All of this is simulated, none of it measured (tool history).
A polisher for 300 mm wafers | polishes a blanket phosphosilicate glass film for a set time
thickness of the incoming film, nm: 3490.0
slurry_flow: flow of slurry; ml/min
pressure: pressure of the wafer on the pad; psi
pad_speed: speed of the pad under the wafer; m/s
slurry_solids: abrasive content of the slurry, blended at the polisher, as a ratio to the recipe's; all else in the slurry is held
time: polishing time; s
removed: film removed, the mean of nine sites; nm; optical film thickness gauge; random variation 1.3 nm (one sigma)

Run 1, hour 0.0: slurry_flow 255 ml/min, pressure 2.4 psi, pad_speed 0.98 m/s, slurry_solids 1.0, time 42 s. Result: removed 286.31 nm.
Run 2, hour 8.6: slurry_flow 255 ml/min, pressure 2.4 psi, pad_speed 0.98 m/s, slurry_solids 1.0, time 42 s. Result: removed 286.76 nm.
Run 3, hour 11.5: slurry_flow 250 ml/min, pressure 2.3 psi, pad_speed 0.98 m/s, slurry_solids 1.0, time 42 s. Result: removed 275.48 nm.
Run 4, hour 13.8: slurry_flow 225 ml/min, pressure 2.3 psi, pad_speed 0.98 m/s, slurry_solids 1.0, time 42 s. Result: removed 265.63 nm.
Run 5, hour 16.5: slurry_flow 215 ml/min, pressure 2.2 psi, pad_speed 0.98 m/s, slurry_solids 1.0, time 42 s. Result: removed 252.02 nm.
Run 6, hour 18.6: slurry_flow 210 ml/min, pressure 2.2 psi, pad_speed 0.98 m/s, slurry_solids 1.0, time 42 s. Result: removed 255.39 nm.

The next listed run, before its measurement:
Run 7, hour 27.2: slurry_flow 205 ml/min, pressure 2.1 psi, pad_speed 0.98 m/s, slurry_solids 1.0, time 42 s. Result: removed ?.

removed: 243.82 nm

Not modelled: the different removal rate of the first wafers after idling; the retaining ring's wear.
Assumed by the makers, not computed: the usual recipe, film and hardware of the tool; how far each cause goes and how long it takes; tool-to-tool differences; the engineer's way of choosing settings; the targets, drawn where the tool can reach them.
